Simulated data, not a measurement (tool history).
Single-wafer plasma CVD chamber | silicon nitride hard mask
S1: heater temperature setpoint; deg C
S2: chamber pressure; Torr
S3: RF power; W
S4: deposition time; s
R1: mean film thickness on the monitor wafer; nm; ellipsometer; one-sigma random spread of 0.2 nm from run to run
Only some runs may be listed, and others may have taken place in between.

{"run": 1, "hour": 0.0, "S1": 410, "S2": 1.73, "S3": 305, "S4": 30.6, "R1": 36.818}
{"run": 2, "hour": 5.3, "S1": 410, "S2": 1.73, "S3": 340, "S4": 30.6, "R1": 38.921}
{"run": 3, "hour": 9.0, "S1": 410, "S2": 1.62, "S3": 330, "S4": 30.5, "R1": 37.877}
{"run": 4, "hour": 11.0, "S1": 410, "S2": 1.56, "S3": 320, "S4": 30.4, "R1": 37.087}
{"run": 5, "hour": 19.3, "S1": 410, "S2": 1.56, "S3": 320, "S4": 29.1, "R1": 34.993}
{"run": 6, "hour": 27.2, "S1": 410, "S2": 1.5, "S3": 320, "S4": 29.1, "R1": 34.476}

Run 7, settings as shown, results not yet in. Your forecast:
{"run": 7, "hour": 28.9, "S1": 410, "S2": 1.46, "S3": 320, "S4": 29.1, "R1": "?"}

{"run 7": {"R1": 34.399}}

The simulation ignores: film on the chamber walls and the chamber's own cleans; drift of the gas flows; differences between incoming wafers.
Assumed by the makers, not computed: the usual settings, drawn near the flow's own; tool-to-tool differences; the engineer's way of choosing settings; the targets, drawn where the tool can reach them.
